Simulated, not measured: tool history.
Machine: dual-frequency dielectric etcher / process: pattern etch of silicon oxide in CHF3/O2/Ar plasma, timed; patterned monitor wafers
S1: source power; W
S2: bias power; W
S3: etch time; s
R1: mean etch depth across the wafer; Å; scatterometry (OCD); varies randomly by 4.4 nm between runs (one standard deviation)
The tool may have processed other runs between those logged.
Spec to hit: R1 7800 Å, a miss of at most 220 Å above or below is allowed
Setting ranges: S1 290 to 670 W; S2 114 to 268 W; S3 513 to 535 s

{"run": 1, "hour": 0.0, "S1": 480, "S2": 191, "S3": 513, "R1": 9369.7}
{"run": 2, "hour": 0.8, "S1": 540, "S2": 191, "S3": 513, "R1": 9694.8}
{"run": 3, "hour": 9.6, "S1": 580, "S2": 191, "S3": 513, "R1": 9905.4}
{"run": 4, "hour": 13.6, "S1": 580, "S2": 191, "S3": 513, "R1": 9878.1}
{"run": 5, "hour": 19.8, "S1": 610, "S2": 191, "S3": 513, "R1": 10043}
{"run": 6, "hour": 25.4, "S1": 610, "S2": 162, "S3": 513, "R1": 9502.1}
{"run": 7, "hour": 34.2, "S1": 580, "S2": 153, "S3": 513, "R1": 9378.6}
{"run": 8, "hour": 43.2, "S1": 580, "S2": 153, "S3": 513, "R1": 9154.6}
{"run": 9, "hour": 52.1, "S1": 480, "S2": 124, "S3": 513, "R1": 8227.4}
{"run": 10, "hour": 53.7, "S1": 470, "S2": 122, "S3": 513, "R1": 8187.6}
{"run": 11, "hour": 61.0, "S1": 460, "S2": 121, "S3": 513, "R1": 8072.4}

5 next moves are on the table. One of them brings every result within its allowed miss. Which?
{"run": "A", "hour": 68.3, "S1": 470, "S2": 115, "S3": 527.5, "R1": "?"}
{"run": "B", "hour": 68.3, "S1": 400, "S2": 142, "S3": 526, "R1": "?"}
{"run": "C", "hour": 68.3, "S1": 490, "S2": 121, "S3": 513, "R1": "?"}
{"run": "D", "hour": 68.3, "S1": 480, "S2": 120, "S3": 519.5, "R1": "?"}
{"run": "E", "hour": 68.3, "S1": 370, "S2": 140, "S3": 513.5, "R1": "?"}

move=A R1=8244
move=B R1=8292.3
move=C R1=8234.8
move=D R1=8266.4
move=E R1=7877.4
A: the biggest miss grows against the last run
B: the biggest miss grows against the last run
C: the biggest miss grows against the last run
D: the biggest miss grows against the last run
E: all results land within tolerance of their targets
So the answer is move E, the one that meets all the targets.

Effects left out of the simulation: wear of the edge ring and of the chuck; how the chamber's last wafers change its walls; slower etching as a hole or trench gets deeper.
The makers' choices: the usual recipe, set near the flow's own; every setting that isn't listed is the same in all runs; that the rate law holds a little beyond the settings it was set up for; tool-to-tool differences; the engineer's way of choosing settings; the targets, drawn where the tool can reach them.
